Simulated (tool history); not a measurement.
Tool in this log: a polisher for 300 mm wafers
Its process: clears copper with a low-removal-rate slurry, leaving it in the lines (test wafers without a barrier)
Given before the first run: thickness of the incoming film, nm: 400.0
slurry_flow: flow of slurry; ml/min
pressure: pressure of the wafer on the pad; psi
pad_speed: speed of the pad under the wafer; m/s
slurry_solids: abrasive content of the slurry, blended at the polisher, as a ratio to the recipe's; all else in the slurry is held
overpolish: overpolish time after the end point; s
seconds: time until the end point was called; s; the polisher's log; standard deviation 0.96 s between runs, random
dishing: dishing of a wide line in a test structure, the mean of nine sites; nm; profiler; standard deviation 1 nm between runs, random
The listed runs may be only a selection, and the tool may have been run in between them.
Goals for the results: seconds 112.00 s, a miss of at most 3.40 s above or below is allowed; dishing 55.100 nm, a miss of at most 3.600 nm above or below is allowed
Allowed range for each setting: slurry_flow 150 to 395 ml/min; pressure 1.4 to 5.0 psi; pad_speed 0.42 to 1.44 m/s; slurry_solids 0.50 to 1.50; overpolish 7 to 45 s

{"run": 1, "day": 0.0, "slurry_flow": 250, "pressure": 3.2, "pad_speed": 0.92, "slurry_solids": 1.0, "overpolish": 23, "seconds": 132.09, "dishing": 46.285}
{"run": 2, "day": 0.358, "slurry_flow": 250, "pressure": 3.2, "pad_speed": 0.92, "slurry_solids": 1.15, "overpolish": 23, "seconds": 129.45, "dishing": 46.803}
{"run": 3, "day": 0.592, "slurry_flow": 250, "pressure": 3.2, "pad_speed": 0.92, "slurry_solids": 1.3, "overpolish": 23, "seconds": 124.32, "dishing": 50.5}
{"run": 4, "day": 0.808, "slurry_flow": 275, "pressure": 3.2, "pad_speed": 0.92, "slurry_solids": 1.3, "overpolish": 23, "seconds": 125.02, "dishing": 50.324}
{"run": 5, "day": 0.896, "slurry_flow": 275, "pressure": 3.2, "pad_speed": 0.92, "slurry_solids": 1.3, "overpolish": 29, "seconds": 122.66, "dishing": 59.324}
{"run": 6, "day": 1.217, "slurry_flow": 275, "pressure": 3.5, "pad_speed": 0.92, "slurry_solids": 1.3, "overpolish": 29, "seconds": 112.49, "dishing": 65.011}
{"run": 7, "day": 1.488, "slurry_flow": 275, "pressure": 3.5, "pad_speed": 0.92, "slurry_solids": 1.3, "overpolish": 28, "seconds": 113.24, "dishing": 63.031}
{"run": 8, "day": 1.783, "slurry_flow": 275, "pressure": 3.5, "pad_speed": 0.92, "slurry_solids": 1.3, "overpolish": 27, "seconds": 113.1, "dishing": 62.983}
{"run": 9, "day": 1.854, "slurry_flow": 275, "pressure": 3.5, "pad_speed": 0.92, "slurry_solids": 1.3, "overpolish": 26, "seconds": 113.99, "dishing": 59.062}

Pick the move, out of 5, that brings all results within their allowed miss; only one does.
{"run": "A", "day": 1.925, "slurry_flow": 240, "pressure": 3.8, "pad_speed": 0.86, "slurry_solids": 1.35, "overpolish": 27, "seconds": "?", "dishing": "?"}
{"run": "B", "day": 1.925, "slurry_flow": 355, "pressure": 3.2, "pad_speed": 0.94, "slurry_solids": 1.25, "overpolish": 20, "seconds": "?", "dishing": "?"}
{"run": "C", "day": 1.925, "slurry_flow": 255, "pressure": 3.8, "pad_speed": 0.84, "slurry_solids": 1.25, "overpolish": 30, "seconds": "?", "dishing": "?"}
{"run": "D", "day": 1.925, "slurry_flow": 315, "pressure": 3.4, "pad_speed": 0.94, "slurry_solids": 1.3, "overpolish": 23, "seconds": "?", "dishing": "?"}
{"run": "E", "day": 1.925, "slurry_flow": 290, "pressure": 3.8, "pad_speed": 0.92, "slurry_solids": 1.25, "overpolish": 27, "seconds": "?", "dishing": "?"}

move=A seconds=112.89 dishing=63.313
move=B seconds=120.18 dishing=47.159
move=C seconds=117.06 dishing=66.622
move=D seconds=113.26 dishing=55.430
move=E seconds=105.72 dishing=66.455
A: the biggest miss grows against the last run
B: takes the result that was furthest off past its target
C: the biggest miss grows against the last run
D: hits every target within its allowed miss
E: the biggest miss grows against the last run
The move that meets every target is D.
